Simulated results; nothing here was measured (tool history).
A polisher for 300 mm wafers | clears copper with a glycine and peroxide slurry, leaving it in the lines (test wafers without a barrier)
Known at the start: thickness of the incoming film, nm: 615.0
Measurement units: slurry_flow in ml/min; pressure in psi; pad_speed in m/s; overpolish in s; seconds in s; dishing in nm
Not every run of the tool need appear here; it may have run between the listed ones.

| run | hour | slurry_flow | pressure | pad_speed | overpolish | seconds | dishing |
|---|---|---|---|---|---|---|---|
| 1 | 0.0 | 210 | 2.5 | 0.98 | 23 | 114.430 | 62.372 |
| 2 | 8.7 | 210 | 2.8 | 0.98 | 23 | 103.730 | 67.667 |
| 3 | 11.9 | 165 | 2.8 | 0.98 | 23 | 108.570 | 65.857 |
| 4 | 19.6 | 165 | 2.8 | 0.98 | 18 | 107.750 | 54.842 |
| 5 | 24.3 | 165 | 2.8 | 0.98 | 28 | 105.970 | 73.426 |
| 6 | 29.9 | 165 | 3.2 | 0.98 | 28 | 97.374 | 78.684 |
| 7 | 35.8 | 170 | 3.2 | 0.98 | 27 | 99.287 | 76.455 |
| 8 | 36.5 | 170 | 3.2 | 0.98 | 26 | 98.721 | 73.529 |
| 9 | 41.7 | 170 | 3.2 | 0.98 | 25 | 96.355 | 73.681 |

Run 10, settings as shown, results not yet in. Your forecast:
| 10 | 50.3 | 170 | 3.2 | 0.98 | 24 | ? | ? |

Run 10 gave seconds 97.439 s, dishing 72.680 nm.

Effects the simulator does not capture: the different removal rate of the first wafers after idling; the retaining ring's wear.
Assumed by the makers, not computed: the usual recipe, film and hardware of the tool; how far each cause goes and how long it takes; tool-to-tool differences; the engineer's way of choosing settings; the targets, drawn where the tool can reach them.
